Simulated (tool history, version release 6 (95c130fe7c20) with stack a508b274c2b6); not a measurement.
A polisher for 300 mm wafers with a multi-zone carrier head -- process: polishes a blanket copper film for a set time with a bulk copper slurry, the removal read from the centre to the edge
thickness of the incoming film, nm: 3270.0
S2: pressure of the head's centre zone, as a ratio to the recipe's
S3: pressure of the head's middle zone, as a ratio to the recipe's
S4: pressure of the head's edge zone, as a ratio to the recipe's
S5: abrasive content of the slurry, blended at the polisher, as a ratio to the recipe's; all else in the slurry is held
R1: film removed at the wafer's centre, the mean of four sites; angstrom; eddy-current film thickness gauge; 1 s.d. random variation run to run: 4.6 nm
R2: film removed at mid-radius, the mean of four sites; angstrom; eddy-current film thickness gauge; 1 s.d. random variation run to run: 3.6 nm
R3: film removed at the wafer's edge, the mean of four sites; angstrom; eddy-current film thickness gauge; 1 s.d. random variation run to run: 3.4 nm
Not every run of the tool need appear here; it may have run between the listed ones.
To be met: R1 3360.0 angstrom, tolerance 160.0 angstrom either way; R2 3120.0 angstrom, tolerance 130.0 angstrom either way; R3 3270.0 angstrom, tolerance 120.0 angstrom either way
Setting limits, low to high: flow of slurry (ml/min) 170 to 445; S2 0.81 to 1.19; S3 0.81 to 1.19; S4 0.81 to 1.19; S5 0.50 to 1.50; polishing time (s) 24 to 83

run 1 hour=0.0 | flow_of_slurry_(ml/min)=285 S2=1.00 S3=1.00 S4=1.00 S5=1.00 polishing_time_(s)=53 | R1=5066.6 R2=4827.7 R3=4844.9
run 2 hour=2.7 | flow_of_slurry_(ml/min)=285 S2=0.99 S3=0.99 S4=0.99 S5=0.95 polishing_time_(s)=52 | R1=4869.4 R2=4595.2 R3=4811.8
run 3 hour=7.3 | flow_of_slurry_(ml/min)=285 S2=0.99 S3=0.99 S4=0.99 S5=0.90 polishing_time_(s)=50 | R1=4831.3 R2=4370.5 R3=4542.5
run 4 hour=14.9 | flow_of_slurry_(ml/min)=285 S2=0.98 S3=0.99 S4=0.99 S5=0.85 polishing_time_(s)=48 | R1=4556.4 R2=4146.2 R3=4330.2
run 5 hour=16.0 | flow_of_slurry_(ml/min)=285 S2=0.98 S3=1.04 S4=0.99 S5=0.85 polishing_time_(s)=48 | R1=4386.4 R2=4308.4 R3=4317.7
run 6 hour=21.4 | flow_of_slurry_(ml/min)=285 S2=0.97 S3=1.04 S4=0.98 S5=0.80 polishing_time_(s)=47 | R1=4241.3 R2=4231.4 R3=4160.6
run 7 hour=29.6 | flow_of_slurry_(ml/min)=285 S2=0.96 S3=1.03 S4=0.97 S5=0.75 polishing_time_(s)=46 | R1=4056.3 R2=4010.8 R3=4075.1
run 8 hour=36.0 | flow_of_slurry_(ml/min)=285 S2=0.96 S3=1.03 S4=0.96 S5=0.70 polishing_time_(s)=45 | R1=3934.6 R2=3943.3 R3=3814.4
run 9 hour=39.9 | flow_of_slurry_(ml/min)=285 S2=0.95 S3=1.01 S4=0.95 S5=0.70 polishing_time_(s)=45 | R1=3919.7 R2=3822.7 R3=3828.7
run 10 hour=43.0 | flow_of_slurry_(ml/min)=285 S2=0.94 S3=1.00 S4=0.94 S5=0.70 polishing_time_(s)=45 | R1=3846.6 R2=3852.4 R3=3782.8
run 11 hour=47.8 | flow_of_slurry_(ml/min)=285 S2=0.93 S3=0.99 S4=0.94 S5=0.70 polishing_time_(s)=45 | R1=3774.0 R2=3885.0 R3=3860.1
run 12 hour=56.3 | flow_of_slurry_(ml/min)=285 S2=0.93 S3=0.98 S4=0.94 S5=0.70 polishing_time_(s)=44 | R1=3672.0 R2=3639.9 R3=3656.4
run 13 hour=57.4 | flow_of_slurry_(ml/min)=275 S2=0.89 S3=0.88 S4=0.85 S5=0.55 polishing_time_(s)=44 | R1=3459.6 R2=3273.4 R3=3455.4

Pick the move, out of 4, that brings all results within their allowed miss; only one does.
run A hour=58.5 | flow_of_slurry_(ml/min)=170 S2=0.90 S3=0.81 S4=0.97 S5=0.50 polishing_time_(s)=47 | R1=? R2=? R3=?
run B hour=58.5 | flow_of_slurry_(ml/min)=260 S2=0.84 S3=0.92 S4=0.81 S5=0.75 polishing_time_(s)=42 | R1=? R2=? R3=?
run C hour=58.5 | flow_of_slurry_(ml/min)=290 S2=0.82 S3=0.81 S4=0.93 S5=0.55 polishing_time_(s)=44 | R1=? R2=? R3=?
run D hour=58.5 | flow_of_slurry_(ml/min)=265 S2=0.91 S3=0.88 S4=0.84 S5=0.55 polishing_time_(s)=42 | R1=? R2=? R3=?

move=A R1=3409.6 R2=3101.8 R3=3805.9
move=B R1=3111.6 R2=3358.0 R3=3385.3
move=C R1=3067.3 R2=3053.6 R3=3637.7
move=D R1=3232.1 R2=3100.1 R3=3297.0
A: moves away from the targets compared with the last run
B: the furthest-off result lands on target, but another misses its tolerance
C: moves away from the targets compared with the last run
D: meets every target
Answer: D

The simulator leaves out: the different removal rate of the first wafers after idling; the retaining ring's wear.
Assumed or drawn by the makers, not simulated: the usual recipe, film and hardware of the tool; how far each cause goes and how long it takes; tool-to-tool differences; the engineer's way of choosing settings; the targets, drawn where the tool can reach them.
